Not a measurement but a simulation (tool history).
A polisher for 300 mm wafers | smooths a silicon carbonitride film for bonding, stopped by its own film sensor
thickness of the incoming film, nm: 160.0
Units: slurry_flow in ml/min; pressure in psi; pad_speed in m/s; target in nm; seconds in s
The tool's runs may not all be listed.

Run 1, hour 0.0: slurry_flow 285 ml/min, pressure 2.6 psi, pad_speed 0.94 m/s, slurry_solids 1.0, target 140 nm. Result: seconds 56.283 s.
Run 2, hour 6.3: slurry_flow 285 ml/min, pressure 2.9 psi, pad_speed 0.96 m/s, slurry_solids 1.0, target 140 nm. Result: seconds 50.220 s.
Run 3, hour 14.1: slurry_flow 330 ml/min, pressure 2.9 psi, pad_speed 0.96 m/s, slurry_solids 1.0, target 140 nm. Result: seconds 50.125 s.
Run 4, hour 19.6: slurry_flow 330 ml/min, pressure 3.1 psi, pad_speed 1.00 m/s, slurry_solids 1.0, target 140 nm. Result: seconds 45.613 s.
Run 5, hour 23.0: slurry_flow 330 ml/min, pressure 3.1 psi, pad_speed 1.18 m/s, slurry_solids 1.0, target 140 nm. Result: seconds 39.774 s.
Run 6, hour 26.8: slurry_flow 285 ml/min, pressure 3.1 psi, pad_speed 1.18 m/s, slurry_solids 1.0, target 140 nm. Result: seconds 40.220 s.
Run 7, hour 30.6: slurry_flow 285 ml/min, pressure 3.2 psi, pad_speed 1.20 m/s, slurry_solids 1.0, target 140 nm. Result: seconds 39.451 s.

Forecast run 8:
Run 8, hour 38.0: slurry_flow 285 ml/min, pressure 3.3 psi, pad_speed 1.22 m/s, slurry_solids 1.0, target 140 nm. Result: seconds ?.

seconds: 36.690 s
